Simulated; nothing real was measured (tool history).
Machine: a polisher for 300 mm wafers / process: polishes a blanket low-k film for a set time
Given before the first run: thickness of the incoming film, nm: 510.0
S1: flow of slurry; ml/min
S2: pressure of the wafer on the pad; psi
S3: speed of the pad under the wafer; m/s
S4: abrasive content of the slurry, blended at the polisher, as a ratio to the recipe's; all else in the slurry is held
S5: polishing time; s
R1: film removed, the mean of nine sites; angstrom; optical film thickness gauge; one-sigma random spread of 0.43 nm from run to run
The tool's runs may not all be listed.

run,day,S1,S2,S3,S4,S5,R1
1,0.000,120,1.7,0.78,1.0,57,186.66
2,0.346,120,1.7,0.78,0.8,57,155.44
3,0.404,105,1.7,0.78,0.8,57,152.37
4,0.742,105,1.7,0.86,0.8,57,160.80
5,0.929,105,1.7,0.86,0.8,57,163.45
6,1.150,105,1.7,0.86,0.8,57,162.06
7,1.408,110,1.9,0.88,0.8,57,182.73
8,1.662,115,2.1,0.92,0.8,57,216.44
9,1.738,120,2.2,0.94,0.8,57,227.52
10,1.900,120,2.3,0.98,0.8,57,241.14
11,1.983,120,2.4,1.02,0.8,57,268.34

Run 12, settings as shown, results not yet in. Your forecast:
12,2.083,120,2.5,1.04,0.8,57,?

R1: 280.85 angstrom

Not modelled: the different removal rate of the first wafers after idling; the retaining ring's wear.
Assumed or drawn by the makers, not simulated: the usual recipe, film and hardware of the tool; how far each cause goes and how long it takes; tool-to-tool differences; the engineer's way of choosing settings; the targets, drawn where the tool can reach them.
